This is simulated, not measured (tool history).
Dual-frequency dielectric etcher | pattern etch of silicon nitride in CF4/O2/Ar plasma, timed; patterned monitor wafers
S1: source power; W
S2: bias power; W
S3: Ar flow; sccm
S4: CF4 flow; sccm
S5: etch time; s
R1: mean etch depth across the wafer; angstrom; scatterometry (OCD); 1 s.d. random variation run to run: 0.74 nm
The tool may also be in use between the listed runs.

Run 1, day 0: S1 520 W, S2 51 W, S3 85 sccm, S4 73 sccm, S5 105.5 s. Result: R1 2186.5 angstrom.
Run 2, day 0.196: S1 520 W, S2 51 W, S3 77 sccm, S4 73 sccm, S5 105.5 s. Result: R1 2215.7 angstrom.
Run 3, day 0.283: S1 480 W, S2 51 W, S3 77 sccm, S4 73 sccm, S5 105.5 s. Result: R1 2085.8 angstrom.
Run 4, day 0.383: S1 450 W, S2 51 W, S3 77 sccm, S4 73 sccm, S5 105.5 s. Result: R1 1976.6 angstrom.
Run 5, day 0.754: S1 430 W, S2 51 W, S3 77 sccm, S4 73 sccm, S5 105.5 s. Result: R1 1899.6 angstrom.
Run 6, day 0.862: S1 430 W, S2 47 W, S3 77 sccm, S4 73 sccm, S5 105.5 s. Result: R1 1849 angstrom.
Run 7, day 1.171: S1 410 W, S2 47 W, S3 77 sccm, S4 73 sccm, S5 105.5 s. Result: R1 1769.4 angstrom.
Run 8, day 1.362: S1 400 W, S2 47 W, S3 77 sccm, S4 73 sccm, S5 105.5 s. Result: R1 1739.3 angstrom.

The next listed run, before its measurement:
At day 1.388: wet clean of the chamber.
Run 9, day 1.388: S1 390 W, S2 47 W, S3 77 sccm, S4 73 sccm, S5 105.5 s. Result: R1 ?.

R1: 1660.9 angstrom
